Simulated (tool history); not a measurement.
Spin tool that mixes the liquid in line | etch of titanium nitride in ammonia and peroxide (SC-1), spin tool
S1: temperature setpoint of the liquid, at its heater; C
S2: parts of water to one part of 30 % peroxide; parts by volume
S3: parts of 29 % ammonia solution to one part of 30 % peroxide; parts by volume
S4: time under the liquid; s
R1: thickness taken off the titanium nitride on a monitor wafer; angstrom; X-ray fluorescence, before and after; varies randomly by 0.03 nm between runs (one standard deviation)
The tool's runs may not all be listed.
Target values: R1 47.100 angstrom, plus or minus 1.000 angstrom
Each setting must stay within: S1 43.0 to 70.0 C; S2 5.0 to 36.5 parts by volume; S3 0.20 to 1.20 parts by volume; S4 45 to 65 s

run	hour	S1	S2	S3	S4	R1
1	0.0	59.0	20.5	1.00	65	25.104
2	2.0	59.0	27.0	1.00	65	21.538
3	4.8	62.0	26.5	1.00	65	26.380
4	10.3	59.0	26.5	1.00	65	21.893
5	13.8	59.0	26.5	1.00	65	21.667
6	17.2	59.0	26.5	0.80	65	20.924
7	23.4	62.0	25.5	0.80	65	26.004
8	31.0	64.0	24.5	0.80	65	30.570

Pick the move, out of 5, that brings all results within their allowed miss; only one does.
A	38.6	66.5	16.0	1.00	65	?
B	38.6	58.0	23.0	1.10	45	?
C	38.6	59.5	26.0	0.80	45	?
D	38.6	66.0	15.5	0.45	65	?
E	38.6	56.0	17.0	1.10	65	?

move	R1
A	46.818
B	15.489
C	15.115
D	40.068
E	23.018
A: all results land within tolerance of their targets
B: its largest miss is bigger than the last run's
C: its largest miss is bigger than the last run's
D: moves toward the targets from the last run without getting all of them in spec
E: its largest miss is bigger than the last run's
So the answer is move A, the one that meets all the targets.
